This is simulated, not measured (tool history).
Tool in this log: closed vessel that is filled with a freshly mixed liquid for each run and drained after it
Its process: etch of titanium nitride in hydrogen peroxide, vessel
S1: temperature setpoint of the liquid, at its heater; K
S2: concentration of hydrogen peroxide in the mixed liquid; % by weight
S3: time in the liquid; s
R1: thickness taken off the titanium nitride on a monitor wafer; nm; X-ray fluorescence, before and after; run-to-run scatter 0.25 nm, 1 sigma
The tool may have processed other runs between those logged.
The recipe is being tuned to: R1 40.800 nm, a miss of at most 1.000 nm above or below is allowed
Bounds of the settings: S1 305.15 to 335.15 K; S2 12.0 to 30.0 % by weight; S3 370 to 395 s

{"run": 1, "day": 0.0, "S1": 319.15, "S2": 21.5, "S3": 370, "R1": 22.601}
{"run": 2, "day": 0.254, "S1": 319.15, "S2": 21.5, "S3": 370, "R1": 22.913}
{"run": 3, "day": 0.321, "S1": 321.65, "S2": 21.5, "S3": 370, "R1": 26.991}
{"run": 4, "day": 0.675, "S1": 323.65, "S2": 21.5, "S3": 370, "R1": 31.773}
{"run": 5, "day": 0.846, "S1": 323.65, "S2": 23.5, "S3": 370, "R1": 32.307}
{"run": 6, "day": 0.979, "S1": 323.65, "S2": 26.0, "S3": 370, "R1": 32.774}
{"run": 7, "day": 1.171, "S1": 324.65, "S2": 26.0, "S3": 370, "R1": 35.42}
{"run": 8, "day": 1.342, "S1": 327.15, "S2": 26.0, "S3": 370, "R1": 42.421}

5 candidate next runs follow, results not yet known. Just one meets every target within its allowed miss. Identify it.
{"run": "A", "day": 1.512, "S1": 325.65, "S2": 28.5, "S3": 370, "R1": "?"}
{"run": "B", "day": 1.512, "S1": 324.15, "S2": 30.0, "S3": 395, "R1": "?"}
{"run": "C", "day": 1.512, "S1": 326.65, "S2": 23.5, "S3": 375, "R1": "?"}
{"run": "D", "day": 1.512, "S1": 325.65, "S2": 26.0, "S3": 370, "R1": "?"}
{"run": "E", "day": 1.512, "S1": 327.15, "S2": 23.0, "S3": 395, "R1": "?"}

move=A R1=38.991
move=B R1=37.822
move=C R1=40.668
move=D R1=38.212
move=E R1=44.169
A: carries the result that was furthest off beyond its target, to the other side
B: carries the result that was furthest off beyond its target, to the other side
C: in spec on every target
D: carries the result that was furthest off beyond its target, to the other side
E: its largest miss is bigger than the last run's
So the answer is move C, the one that meets all the targets.
